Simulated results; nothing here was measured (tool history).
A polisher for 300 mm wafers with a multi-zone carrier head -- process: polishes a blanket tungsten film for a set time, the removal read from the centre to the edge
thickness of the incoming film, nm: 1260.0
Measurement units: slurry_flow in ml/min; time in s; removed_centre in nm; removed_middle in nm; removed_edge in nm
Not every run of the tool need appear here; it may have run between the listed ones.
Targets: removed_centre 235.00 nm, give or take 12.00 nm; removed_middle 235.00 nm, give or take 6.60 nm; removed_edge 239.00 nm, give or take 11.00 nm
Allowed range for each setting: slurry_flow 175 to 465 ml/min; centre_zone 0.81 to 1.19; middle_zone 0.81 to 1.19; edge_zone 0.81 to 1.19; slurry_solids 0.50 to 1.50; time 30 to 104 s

Run 1, day 0.000: slurry_flow 295 ml/min, centre_zone 1.00, middle_zone 1.00, edge_zone 1.00, slurry_solids 1.00, time 67 s. Result: removed_centre 329.04 nm, removed_middle 322.20 nm, removed_edge 322.84 nm.
Run 2, day 0.104: slurry_flow 295 ml/min, centre_zone 0.92, middle_zone 1.00, edge_zone 1.00, slurry_solids 1.00, time 67 s. Result: removed_centre 303.63 nm, removed_middle 327.52 nm, removed_edge 331.11 nm.
Run 3, day 0.262: slurry_flow 295 ml/min, centre_zone 0.92, middle_zone 0.99, edge_zone 0.98, slurry_solids 0.90, time 65 s. Result: removed_centre 280.82 nm, removed_middle 309.46 nm, removed_edge 306.34 nm.
Run 4, day 0.475: slurry_flow 295 ml/min, centre_zone 0.92, middle_zone 0.99, edge_zone 1.03, slurry_solids 0.90, time 65 s. Result: removed_centre 282.52 nm, removed_middle 306.00 nm, removed_edge 312.60 nm.
Run 5, day 0.792: slurry_flow 295 ml/min, centre_zone 0.93, middle_zone 0.97, edge_zone 1.01, slurry_solids 0.85, time 64 s. Result: removed_centre 283.28 nm, removed_middle 291.39 nm, removed_edge 302.93 nm.
Run 6, day 1.062: slurry_flow 370 ml/min, centre_zone 0.93, middle_zone 0.97, edge_zone 1.01, slurry_solids 0.85, time 64 s. Result: removed_centre 288.21 nm, removed_middle 295.70 nm, removed_edge 310.11 nm.
Run 7, day 1.396: slurry_flow 365 ml/min, centre_zone 0.93, middle_zone 0.96, edge_zone 0.99, slurry_solids 0.80, time 63 s. Result: removed_centre 272.78 nm, removed_middle 281.17 nm, removed_edge 298.43 nm.
Run 8, day 1.758: slurry_flow 355 ml/min, centre_zone 0.94, middle_zone 0.96, edge_zone 0.97, slurry_solids 0.75, time 62 s. Result: removed_centre 269.67 nm, removed_middle 273.26 nm, removed_edge 283.99 nm.
Run 9, day 1.846: slurry_flow 350 ml/min, centre_zone 0.94, middle_zone 0.95, edge_zone 0.95, slurry_solids 0.70, time 62 s. Result: removed_centre 270.93 nm, removed_middle 272.31 nm, removed_edge 275.65 nm.
Run 10, day 2.171: slurry_flow 345 ml/min, centre_zone 0.93, middle_zone 0.94, edge_zone 0.94, slurry_solids 0.65, time 62 s. Result: removed_centre 260.06 nm, removed_middle 257.86 nm, removed_edge 268.14 nm.
Run 11, day 2.262: slurry_flow 290 ml/min, centre_zone 0.89, middle_zone 0.93, edge_zone 0.84, slurry_solids 0.60, time 61 s. Result: removed_centre 226.75 nm, removed_middle 244.15 nm, removed_edge 246.58 nm.
Run 12, day 2.596: slurry_flow 290 ml/min, centre_zone 0.90, middle_zone 0.93, edge_zone 0.84, slurry_solids 0.60, time 61 s. Result: removed_centre 232.72 nm, removed_middle 244.17 nm, removed_edge 249.33 nm.

Exercise: of the 5 proposed moves below, exactly one satisfies all targets within the stated allowed misses. Which move is it?
Run A, day 2.929: slurry_flow 210 ml/min, centre_zone 0.94, middle_zone 0.94, edge_zone 0.84, slurry_solids 0.50, time 63 s. Result: removed_centre ?, removed_middle ?, removed_edge ?.
Run B, day 2.929: slurry_flow 280 ml/min, centre_zone 0.83, middle_zone 0.90, edge_zone 0.81, slurry_solids 0.65, time 64 s. Result: removed_centre ?, removed_middle ?, removed_edge ?.
Run C, day 2.929: slurry_flow 295 ml/min, centre_zone 0.97, middle_zone 1.08, edge_zone 0.89, slurry_solids 0.55, time 58 s. Result: removed_centre ?, removed_middle ?, removed_edge ?.
Run D, day 2.929: slurry_flow 265 ml/min, centre_zone 0.84, middle_zone 0.89, edge_zone 0.92, slurry_solids 0.70, time 61 s. Result: removed_centre ?, removed_middle ?, removed_edge ?.
Run E, day 2.929: slurry_flow 265 ml/min, centre_zone 1.02, middle_zone 1.05, edge_zone 0.81, slurry_solids 0.50, time 60 s. Result: removed_centre ?, removed_middle ?, removed_edge ?.

move  removed_centre  removed_middle  removed_edge
   A          229.95          233.64        240.82
   B          229.51          254.04        266.11
   C          235.54          259.06        238.36
   D          223.79          242.63        266.61
   E          246.98          252.45        232.44
A: meets every target
B: lands further from the targets than the last run did
C: lands further from the targets than the last run did
D: lands further from the targets than the last run did
E: lands further from the targets than the last run did
Move A is the one to make.

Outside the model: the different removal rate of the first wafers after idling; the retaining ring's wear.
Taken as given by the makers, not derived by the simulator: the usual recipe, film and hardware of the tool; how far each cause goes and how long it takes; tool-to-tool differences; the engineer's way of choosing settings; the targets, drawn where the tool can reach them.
